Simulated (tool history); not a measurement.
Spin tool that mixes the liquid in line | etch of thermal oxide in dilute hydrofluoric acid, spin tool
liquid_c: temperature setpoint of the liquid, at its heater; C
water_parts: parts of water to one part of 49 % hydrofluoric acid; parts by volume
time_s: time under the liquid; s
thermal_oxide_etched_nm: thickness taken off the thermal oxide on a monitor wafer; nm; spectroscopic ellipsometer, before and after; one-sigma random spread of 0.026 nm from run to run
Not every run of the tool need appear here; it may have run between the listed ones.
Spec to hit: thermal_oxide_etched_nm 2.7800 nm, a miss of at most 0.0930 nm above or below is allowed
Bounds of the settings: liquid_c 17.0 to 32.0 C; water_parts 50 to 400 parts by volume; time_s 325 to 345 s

run 1 hour=0.0 | liquid_c=24.0 water_parts=225 time_s=325 | thermal_oxide_etched_nm=6.5392
run 2 hour=6.7 | liquid_c=24.0 water_parts=225 time_s=345 | thermal_oxide_etched_nm=6.8855
run 3 hour=10.7 | liquid_c=23.0 water_parts=250 time_s=345 | thermal_oxide_etched_nm=5.9259
run 4 hour=15.1 | liquid_c=20.0 water_parts=250 time_s=345 | thermal_oxide_etched_nm=5.2572
run 5 hour=18.3 | liquid_c=20.0 water_parts=225 time_s=345 | thermal_oxide_etched_nm=6.1173
run 6 hour=21.7 | liquid_c=20.0 water_parts=180 time_s=345 | thermal_oxide_etched_nm=7.9318
run 7 hour=29.9 | liquid_c=19.5 water_parts=215 time_s=345 | thermal_oxide_etched_nm=6.2767
run 8 hour=37.5 | liquid_c=19.0 water_parts=240 time_s=345 | thermal_oxide_etched_nm=5.3291
run 9 hour=39.5 | liquid_c=18.5 water_parts=260 time_s=345 | thermal_oxide_etched_nm=4.7390
run 10 hour=46.1 | liquid_c=17.0 water_parts=350 time_s=345 | thermal_oxide_etched_nm=3.0946

Which one of the following 4 next-run settings gets every result inside its allowed miss? There is exactly one.
run A hour=52.7 | liquid_c=17.0 water_parts=305 time_s=330 | thermal_oxide_etched_nm=?
run B hour=52.7 | liquid_c=17.0 water_parts=385 time_s=345 | thermal_oxide_etched_nm=?
run C hour=52.7 | liquid_c=17.0 water_parts=340 time_s=325 | thermal_oxide_etched_nm=?
run D hour=52.7 | liquid_c=17.0 water_parts=300 time_s=340 | thermal_oxide_etched_nm=?

move=A thermal_oxide_etched_nm=3.5617
move=B thermal_oxide_etched_nm=2.7581
move=C thermal_oxide_etched_nm=3.0539
move=D thermal_oxide_etched_nm=3.7471
A: misses by more than the last run did
B: hits every target within its allowed miss
C: closer than the last run, but not yet in spec
D: misses by more than the last run did
B meets every target.

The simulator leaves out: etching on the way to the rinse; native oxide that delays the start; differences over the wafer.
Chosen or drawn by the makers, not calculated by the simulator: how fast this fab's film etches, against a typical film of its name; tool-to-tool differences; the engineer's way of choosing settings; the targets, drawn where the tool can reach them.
